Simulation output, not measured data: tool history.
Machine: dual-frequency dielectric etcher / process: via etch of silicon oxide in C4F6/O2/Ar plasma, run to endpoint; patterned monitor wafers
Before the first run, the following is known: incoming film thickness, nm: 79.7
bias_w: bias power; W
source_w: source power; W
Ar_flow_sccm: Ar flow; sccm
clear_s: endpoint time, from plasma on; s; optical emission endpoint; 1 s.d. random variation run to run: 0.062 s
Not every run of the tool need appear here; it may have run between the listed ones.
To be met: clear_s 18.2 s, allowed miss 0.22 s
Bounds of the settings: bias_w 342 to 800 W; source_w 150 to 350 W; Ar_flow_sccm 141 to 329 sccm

| run | day | bias_w | source_w | Ar_flow_sccm | clear_s |
|---|---|---|---|---|---|
| 1 | 0 | 571 | 250 | 235 | 19.601 |
| 2 | 0.029 | 571 | 250 | 267 | 19.972 |
| 3 | 0.15 | 595 | 250 | 267 | 19.688 |
| 4 | 0.279 | 595 | 290 | 267 | 18.693 |
| 5 | 0.625 | 595 | 250 | 267 | 19.75 |
| 6 | 0.95 | 619 | 250 | 267 | 19.458 |
| 7 | 1.183 | 639 | 250 | 267 | 19.159 |
| 8 | 1.525 | 653 | 250 | 267 | 19.226 |
| 9 | 1.821 | 673 | 250 | 267 | 18.959 |
| 10 | 2.192 | 687 | 250 | 267 | 18.846 |
| 11 | 2.546 | 699 | 250 | 267 | 18.859 |

Pick the move, out of 5, that brings all results within their allowed miss; only one does.
| A | 2.9 | 790 | 250 | 284 | ? |
| B | 2.9 | 669 | 300 | 226 | ? |
| C | 2.9 | 702 | 300 | 301 | ? |
| D | 2.9 | 766 | 240 | 288 | ? |
| E | 2.9 | 665 | 260 | 255 | ? |

| move | clear_s |
|---|---|
| A | 18.138 |
| B | 17.382 |
| C | 17.749 |
| D | 18.623 |
| E | 18.626 |
A: hits every target within its allowed miss
B: takes the result that was furthest off past its target
C: takes the result that was furthest off past its target
D: moves toward the targets from the last run without getting all of them in spec
E: moves toward the targets from the last run without getting all of them in spec
So the answer is move A, the one that meets all the targets.

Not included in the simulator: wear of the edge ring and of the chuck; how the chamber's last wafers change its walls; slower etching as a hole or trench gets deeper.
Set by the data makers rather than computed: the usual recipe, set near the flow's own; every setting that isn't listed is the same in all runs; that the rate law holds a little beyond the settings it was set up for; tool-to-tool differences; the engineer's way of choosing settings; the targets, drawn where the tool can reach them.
